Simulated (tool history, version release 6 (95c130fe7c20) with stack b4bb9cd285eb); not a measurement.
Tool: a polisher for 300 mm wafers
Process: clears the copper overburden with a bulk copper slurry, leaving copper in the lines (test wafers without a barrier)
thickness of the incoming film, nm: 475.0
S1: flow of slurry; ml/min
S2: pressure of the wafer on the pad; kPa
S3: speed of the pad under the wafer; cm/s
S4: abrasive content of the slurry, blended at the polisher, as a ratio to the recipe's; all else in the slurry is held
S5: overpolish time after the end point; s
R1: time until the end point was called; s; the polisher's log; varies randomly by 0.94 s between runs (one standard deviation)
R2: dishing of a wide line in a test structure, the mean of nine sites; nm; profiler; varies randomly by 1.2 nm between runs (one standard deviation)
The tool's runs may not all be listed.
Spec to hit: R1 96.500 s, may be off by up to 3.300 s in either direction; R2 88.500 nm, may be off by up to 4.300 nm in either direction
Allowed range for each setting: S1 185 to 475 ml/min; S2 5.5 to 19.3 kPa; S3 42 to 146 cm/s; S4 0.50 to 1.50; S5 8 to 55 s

| run | hour | S1 | S2 | S3 | S4 | S5 | R1 | R2 |
|---|---|---|---|---|---|---|---|---|
| 1 | 0.0 | 305 | 12.4 | 94 | 1.00 | 28 | 89.216 | 70.250 |
| 2 | 6.6 | 305 | 12.4 | 104 | 1.00 | 28 | 80.003 | 72.920 |
| 3 | 11.1 | 305 | 11.7 | 102 | 1.00 | 32 | 85.549 | 74.204 |
| 4 | 13.5 | 305 | 11.7 | 100 | 1.00 | 36 | 85.484 | 78.280 |
| 5 | 18.2 | 305 | 11.7 | 100 | 1.00 | 46 | 85.380 | 87.410 |
| 6 | 23.5 | 305 | 11.0 | 100 | 1.00 | 48 | 89.225 | 87.750 |
| 7 | 24.3 | 305 | 11.0 | 100 | 1.00 | 49 | 90.479 | 85.602 |
| 8 | 25.2 | 305 | 11.0 | 98 | 1.00 | 50 | 90.975 | 87.806 |
|  | 29.3 | worn pad replaced by a new one |
| 9 | 29.3 | 305 | 11.0 | 98 | 1.00 | 51 | 86.656 | 90.061 |

Pick the move, out of 5, that brings all results within their allowed miss; only one does.
| A | 33.4 | 295 | 9.0 | 88 | 1.00 | 45 | ? | ? |
| B | 33.4 | 405 | 10.3 | 106 | 0.95 | 44 | ? | ? |
| C | 33.4 | 195 | 11.0 | 86 | 1.00 | 55 | ? | ? |
| D | 33.4 | 235 | 10.3 | 100 | 1.00 | 38 | ? | ? |
| E | 33.4 | 345 | 11.0 | 86 | 1.05 | 52 | ? | ? |

| move | R1 | R2 |
|---|---|---|
| A | 108.330 | 74.860 |
| B | 82.415 | 84.837 |
| C | 104.220 | 85.457 |
| D | 90.865 | 76.710 |
| E | 96.168 | 86.228 |
A: carries the result that was furthest off beyond its target, to the other side
B: misses by more than the last run did
C: carries the result that was furthest off beyond its target, to the other side
D: better than the last run, though not everything is in spec
E: hits every target within its allowed miss
So the answer is move E, the one that meets all the targets.
